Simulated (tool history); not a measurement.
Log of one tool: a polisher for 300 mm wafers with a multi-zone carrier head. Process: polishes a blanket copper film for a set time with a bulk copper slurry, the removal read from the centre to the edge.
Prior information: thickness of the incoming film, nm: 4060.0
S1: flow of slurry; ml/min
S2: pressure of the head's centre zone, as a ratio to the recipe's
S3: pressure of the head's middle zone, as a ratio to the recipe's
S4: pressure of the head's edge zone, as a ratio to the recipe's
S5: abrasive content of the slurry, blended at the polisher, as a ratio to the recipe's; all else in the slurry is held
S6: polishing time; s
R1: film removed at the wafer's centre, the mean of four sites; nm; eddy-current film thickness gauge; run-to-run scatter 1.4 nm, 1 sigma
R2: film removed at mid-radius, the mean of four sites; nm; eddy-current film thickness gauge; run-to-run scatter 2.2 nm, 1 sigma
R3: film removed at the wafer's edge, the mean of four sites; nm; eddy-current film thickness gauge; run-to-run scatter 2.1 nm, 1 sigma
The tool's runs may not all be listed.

{"run": 1, "hour": 0.0, "S1": 200, "S2": 1.0, "S3": 1.0, "S4": 1.0, "S5": 1.0, "S6": 48, "R1": 289.78, "R2": 290.89, "R3": 287.45}
{"run": 2, "hour": 5.9, "S1": 190, "S2": 0.98, "S3": 0.96, "S4": 0.97, "S5": 0.85, "S6": 47, "R1": 263.65, "R2": 269.93, "R3": 266.05}
{"run": 3, "hour": 14.7, "S1": 185, "S2": 0.98, "S3": 0.93, "S4": 0.97, "S5": 0.75, "S6": 46, "R1": 250.29, "R2": 243.18, "R3": 251.43}
{"run": 4, "hour": 22.8, "S1": 175, "S2": 0.96, "S3": 0.91, "S4": 0.95, "S5": 0.7, "S6": 46, "R1": 241.34, "R2": 240.02, "R3": 243.47}
{"run": 5, "hour": 25.1, "S1": 170, "S2": 0.95, "S3": 0.89, "S4": 0.95, "S5": 0.65, "S6": 46, "R1": 234.32, "R2": 228.79, "R3": 236.27}
{"run": 6, "hour": 25.7, "S1": 170, "S2": 0.95, "S3": 0.94, "S4": 0.95, "S5": 0.65, "S6": 46, "R1": 231.37, "R2": 235.76, "R3": 230.75}
{"run": 7, "hour": 30.0, "S1": 160, "S2": 0.94, "S3": 0.92, "S4": 0.95, "S5": 0.6, "S6": 46, "R1": 220.51, "R2": 222.93, "R3": 228.22}
{"run": 8, "hour": 34.8, "S1": 150, "S2": 0.94, "S3": 0.91, "S4": 0.95, "S5": 0.6, "S6": 46, "R1": 219.24, "R2": 221.96, "R3": 225.93}
{"run": 9, "hour": 37.1, "S1": 145, "S2": 0.94, "S3": 0.9, "S4": 0.95, "S5": 0.6, "S6": 46, "R1": 216.29, "R2": 215.56, "R3": 224.8}
{"run": 10, "hour": 46.1, "S1": 140, "S2": 0.94, "S3": 0.89, "S4": 0.95, "S5": 0.6, "S6": 46, "R1": 214.39, "R2": 213.72, "R3": 225.85}

The next listed run, before its measurement:
{"run": 11, "hour": 50.7, "S1": 135, "S2": 0.94, "S3": 0.88, "S4": 0.94, "S5": 0.6, "S6": 46, "R1": "?", "R2": "?", "R3": "?"}

{"run 11": {"R1": 214.94, "R2": 211.8, "R3": 221.99}}
